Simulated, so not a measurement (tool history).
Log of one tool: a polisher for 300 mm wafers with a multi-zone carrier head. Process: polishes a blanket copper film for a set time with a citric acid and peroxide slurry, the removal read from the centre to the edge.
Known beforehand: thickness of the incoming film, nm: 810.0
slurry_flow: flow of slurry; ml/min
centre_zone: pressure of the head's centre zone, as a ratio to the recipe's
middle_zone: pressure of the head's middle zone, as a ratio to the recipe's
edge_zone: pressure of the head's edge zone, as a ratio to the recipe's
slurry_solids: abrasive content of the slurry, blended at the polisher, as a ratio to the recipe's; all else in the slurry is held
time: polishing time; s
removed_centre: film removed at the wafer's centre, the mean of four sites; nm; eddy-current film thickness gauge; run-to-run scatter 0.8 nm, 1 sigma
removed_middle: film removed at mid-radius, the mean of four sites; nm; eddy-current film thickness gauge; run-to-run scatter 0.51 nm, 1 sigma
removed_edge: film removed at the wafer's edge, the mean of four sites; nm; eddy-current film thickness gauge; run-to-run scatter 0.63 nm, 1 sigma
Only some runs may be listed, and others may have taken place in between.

run	hour	slurry_flow	centre_zone	middle_zone	edge_zone	slurry_solids	time	removed_centre	removed_middle	removed_edge
1	0.0	120	1.00	1.00	1.00	1.00	61	113.370	111.930	110.830
2	6.0	95	1.00	1.00	1.00	1.00	61	104.950	105.550	108.110
3	13.8	105	1.00	1.00	1.00	1.00	61	109.390	107.790	108.320
4	19.5	105	1.00	0.94	1.00	1.00	61	108.430	102.860	109.980
5	28.4	105	1.00	0.94	0.97	0.90	57	98.534	93.408	98.192
6	33.7	105	1.00	0.94	0.95	0.80	54	90.892	85.599	89.728
7	35.5	105	1.00	0.94	0.93	0.75	52	84.791	82.015	84.555
8	37.3	105	1.01	0.94	0.91	0.70	50	82.017	77.364	78.238
9	44.1	100	1.01	0.94	0.89	0.65	49	77.421	73.671	73.482
10	45.7	95	1.01	0.94	0.88	0.65	49	74.634	71.291	72.889

Predict the results of run 11:
11	53.6	90	1.04	0.98	0.81	0.50	45	?	?	?

{"run 11": {"removed_centre": 65.956, "removed_middle": 63.431, "removed_edge": 58.306}}
